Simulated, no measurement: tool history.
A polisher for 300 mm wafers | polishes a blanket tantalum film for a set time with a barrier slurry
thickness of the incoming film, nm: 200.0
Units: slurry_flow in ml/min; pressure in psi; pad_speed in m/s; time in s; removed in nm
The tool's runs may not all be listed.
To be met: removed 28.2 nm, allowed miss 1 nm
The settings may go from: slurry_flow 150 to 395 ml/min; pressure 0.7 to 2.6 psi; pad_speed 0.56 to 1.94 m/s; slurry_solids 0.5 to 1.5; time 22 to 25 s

run,hour,slurry_flow,pressure,pad_speed,slurry_solids,time,removed
1,0,250,1.6,1.24,1,25,39.763
2,4.1,250,1.9,1.24,1,25,46.56
3,6.8,225,1.9,1.24,1,25,45.924
4,9.7,225,1.8,1.24,1,25,43.655
5,15.4,225,1.8,1.24,1.2,25,47.154
6,21,225,2.1,1.24,1.2,25,55.07
7,29.7,225,2,1.24,1.2,25,51.19
8,31.9,225,1.9,1.24,1.2,25,49.051
9,33.4,225,1.8,1.24,1.2,25,47.266
10,34.4,225,1.7,1.24,1.2,25,45.086
11,43.2,225,1.7,1.24,1.2,25,44.815
12,47.6,225,1.6,1.24,1.2,25,42.365

5 next moves are on the table. One of them brings every result within its allowed miss. Which?
A,52,310,2,0.58,1.4,22,?
B,52,245,1.4,1.26,0.85,23,?
C,52,170,2.1,0.74,1.2,22,?
D,52,205,1.3,1.02,1.15,23,?
E,52,235,2.2,1.6,1.15,25,?

move,removed
A,23.942
B,29.956
C,28.188
D,25.447
E,72.546
A: takes the result that was furthest off past its target
B: nearer than the last run, and not there yet
C: meets every target
D: takes the result that was furthest off past its target
E: further off than the last run
The right move is C.

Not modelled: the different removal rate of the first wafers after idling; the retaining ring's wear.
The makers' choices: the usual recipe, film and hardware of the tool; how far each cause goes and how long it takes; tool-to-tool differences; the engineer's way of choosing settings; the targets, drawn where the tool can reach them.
